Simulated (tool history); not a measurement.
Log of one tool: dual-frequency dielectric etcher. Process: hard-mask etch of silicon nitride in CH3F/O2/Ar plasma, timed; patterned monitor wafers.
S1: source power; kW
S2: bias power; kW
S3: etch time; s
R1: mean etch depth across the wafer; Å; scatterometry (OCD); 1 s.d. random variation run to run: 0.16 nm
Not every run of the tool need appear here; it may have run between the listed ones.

| run | hour | S1 | S2 | S3 | R1 |
|---|---|---|---|---|---|
| 1 | 0.0 | 0.350 | 0.074 | 95 | 619.08 |
| 2 | 1.6 | 0.350 | 0.074 | 88 | 573.32 |
| 3 | 7.0 | 0.300 | 0.074 | 88 | 543.73 |
| 4 | 11.2 | 0.340 | 0.074 | 88 | 568.08 |
| 5 | 18.1 | 0.340 | 0.080 | 88 | 584.56 |
| 6 | 23.5 | 0.340 | 0.085 | 88 | 603.30 |
| 7 | 28.9 | 0.340 | 0.085 | 88 | 603.03 |

For run 8, what comes out?
| 8 | 33.7 | 0.270 | 0.083 | 88 | ? |

{"run 8": {"R1": 546.3}}
